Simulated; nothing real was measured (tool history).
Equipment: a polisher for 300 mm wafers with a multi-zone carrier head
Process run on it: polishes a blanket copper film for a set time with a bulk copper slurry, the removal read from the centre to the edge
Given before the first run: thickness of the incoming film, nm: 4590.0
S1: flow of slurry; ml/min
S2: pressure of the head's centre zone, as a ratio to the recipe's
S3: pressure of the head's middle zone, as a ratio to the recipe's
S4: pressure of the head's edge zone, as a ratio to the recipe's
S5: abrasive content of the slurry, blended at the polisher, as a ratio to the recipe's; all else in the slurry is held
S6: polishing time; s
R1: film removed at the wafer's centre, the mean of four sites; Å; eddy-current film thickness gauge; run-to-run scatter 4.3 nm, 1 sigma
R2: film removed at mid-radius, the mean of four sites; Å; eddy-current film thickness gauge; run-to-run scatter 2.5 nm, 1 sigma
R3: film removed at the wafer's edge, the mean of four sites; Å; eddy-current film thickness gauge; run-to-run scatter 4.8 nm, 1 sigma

run  hour   S1    S2    S3    S4    S5  S6      R1      R2      R3
  1     0  195     1     1     1     1  54    2472  2562.7    2500
  2   1.5  195     1  0.95     1     1  54  2511.1  2471.1  2442.9
  3   6.5  200     1  0.98     1  1.05  55  2559.6  2590.7  2587.1
  4   7.7  205     1  1.01  0.98  1.05  56  2704.5  2714.2  2629.4
  5  14.7  205  0.97  1.04  0.97   1.1  57  2605.5  2890.6  2688.2
  6  18.5  205  0.97  1.04  0.97  0.95  57  2617.3  2776.6  2573.8
  7  22.8  210  0.97  1.06  0.97     1  57  2620.1  2877.1  2581.5
  8  25.8  215  0.97  1.08  0.98  1.05  57  2654.6    2963  2648.4
  9  30.1  220  0.97  1.09  0.99   1.1  57    2690  3025.1  2673.3

Estimate the outcome of run 10 from the log above:
 10  31.4  220  0.97  1.1   1  1.15  58   ?   ?   ?

R1: 2781.5 Å
R2: 3145.6 Å
R3: 2759.6 Å
